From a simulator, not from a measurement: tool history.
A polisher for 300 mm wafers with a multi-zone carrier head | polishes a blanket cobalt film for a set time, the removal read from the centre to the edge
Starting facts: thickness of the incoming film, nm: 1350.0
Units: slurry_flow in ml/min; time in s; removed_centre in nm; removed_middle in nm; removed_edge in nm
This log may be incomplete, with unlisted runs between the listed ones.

run 1 hour=0.0 | slurry_flow=200 centre_zone=1.00 middle_zone=1.00 edge_zone=1.00 time=53 | removed_centre=264.65 removed_middle=265.97 removed_edge=262.81
run 2 hour=1.4 | slurry_flow=200 centre_zone=1.00 middle_zone=1.04 edge_zone=1.00 time=53 | removed_centre=274.21 removed_middle=274.04 removed_edge=261.83
run 3 hour=8.3 | slurry_flow=200 centre_zone=1.08 middle_zone=1.04 edge_zone=1.00 time=53 | removed_centre=284.79 removed_middle=276.58 removed_edge=261.87
run 4 hour=9.9 | slurry_flow=200 centre_zone=1.08 middle_zone=1.04 edge_zone=1.07 time=53 | removed_centre=284.92 removed_middle=266.45 removed_edge=268.64
run 5 hour=15.9 | slurry_flow=210 centre_zone=1.07 middle_zone=1.07 edge_zone=1.07 time=55 | removed_centre=301.14 removed_middle=294.82 removed_edge=282.63
run 6 hour=16.7 | slurry_flow=260 centre_zone=1.07 middle_zone=1.07 edge_zone=1.07 time=55 | removed_centre=306.19 removed_middle=292.74 removed_edge=287.57
run 7 hour=24.8 | slurry_flow=260 centre_zone=1.07 middle_zone=1.09 edge_zone=1.07 time=56 | removed_centre=304.87 removed_middle=318.49 removed_edge=289.84
run 8 hour=28.0 | slurry_flow=260 centre_zone=1.09 middle_zone=1.10 edge_zone=1.08 time=57 | removed_centre=322.36 removed_middle=318.90 removed_edge=294.47

What will run 9 give?
run 9 hour=31.0 | slurry_flow=260 centre_zone=1.09 middle_zone=1.11 edge_zone=1.09 time=58 | removed_centre=? removed_middle=? removed_edge=?

removed_centre: 326.28 nm
removed_middle: 315.91 nm
removed_edge: 307.78 nm
